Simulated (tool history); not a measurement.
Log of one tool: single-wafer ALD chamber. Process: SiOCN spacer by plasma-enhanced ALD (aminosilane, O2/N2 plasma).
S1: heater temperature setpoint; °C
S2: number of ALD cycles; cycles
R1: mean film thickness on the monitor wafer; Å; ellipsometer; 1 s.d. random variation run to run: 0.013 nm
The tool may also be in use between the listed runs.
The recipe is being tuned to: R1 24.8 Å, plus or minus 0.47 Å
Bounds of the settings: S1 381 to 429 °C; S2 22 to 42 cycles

run	hour	S1	S2	R1
1	0	405	32	20.79
2	7.4	405	36	23.262
3	11.7	412	36	22.731
4	16	408	36	22.866
5	17.1	405	36	23.324
6	21.2	403	36	23.368
7	28.4	401	36	23.6
8	33.2	399	36	23.375

Below are 5 possible settings for the next run. Only one of them brings all results inside the allowed miss of their targets. Which is it?
A	38	409	39	?
B	38	402	40	?
C	38	398	36	?
D	38	392	36	?
E	38	404	40	?

move	R1
A	24.909
B	26.123
C	23.643
D	23.643
E	25.959
A: all results in spec
B: pushes the last run's worst result past its target
C: moves toward the targets from the last run without getting all of them in spec
D: moves toward the targets from the last run without getting all of them in spec
E: pushes the last run's worst result past its target
Correct choice: A, which meets every target

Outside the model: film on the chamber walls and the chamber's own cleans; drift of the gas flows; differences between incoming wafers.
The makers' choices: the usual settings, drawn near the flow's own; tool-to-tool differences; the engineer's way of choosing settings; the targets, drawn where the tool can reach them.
